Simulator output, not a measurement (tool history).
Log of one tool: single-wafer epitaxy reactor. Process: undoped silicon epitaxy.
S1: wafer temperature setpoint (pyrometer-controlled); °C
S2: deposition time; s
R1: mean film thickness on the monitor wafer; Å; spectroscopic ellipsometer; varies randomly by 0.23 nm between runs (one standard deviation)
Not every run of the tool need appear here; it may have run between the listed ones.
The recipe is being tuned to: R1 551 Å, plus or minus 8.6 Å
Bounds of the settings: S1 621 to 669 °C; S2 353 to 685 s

run 1 hour=0 | S1=645 S2=519 | R1=891.66
run 2 hour=4.5 | S1=642 S2=519 | R1=837.66
run 3 hour=13.1 | S1=639 S2=519 | R1=793.19
run 4 hour=21.7 | S1=644 S2=519 | R1=883.39
run 5 hour=27.1 | S1=644 S2=593 | R1=1002.1
run 6 hour=34.3 | S1=640 S2=583 | R1=907.67
run 7 hour=42.6 | S1=637 S2=574 | R1=837.15
run 8 hour=50.7 | S1=634 S2=567 | R1=782.13
run 9 hour=58.9 | S1=632 S2=559 | R1=734.29
-- hour=64.4 pyrometer calibrated
run 10 hour=64.4 | S1=630 S2=554 | R1=620.05
run 11 hour=71.3 | S1=629 S2=554 | R1=610.34
run 12 hour=74.8 | S1=628 S2=554 | R1=591.55
run 13 hour=76.1 | S1=627 S2=554 | R1=581.47
run 14 hour=78.2 | S1=626 S2=554 | R1=570.01

Which single option among these 5 for the next run brings every result within its allowed miss of target? Just one does.
run A hour=80.3 | S1=627 S2=549 | R1=?
run B hour=80.3 | S1=636 S2=437 | R1=?
run C hour=80.3 | S1=622 S2=611 | R1=?
run D hour=80.3 | S1=627 S2=509 | R1=?
run E hour=80.3 | S1=627 S2=543 | R1=?

move=A R1=578.85
move=B R1=558.24
move=C R1=578.15
move=D R1=536.67
move=E R1=572.52
A: the biggest miss grows against the last run
B: all results land within tolerance of their targets
C: the biggest miss grows against the last run
D: the result that was furthest off in the last run now lies on the other side of its target
E: the biggest miss grows against the last run
B meets every target.
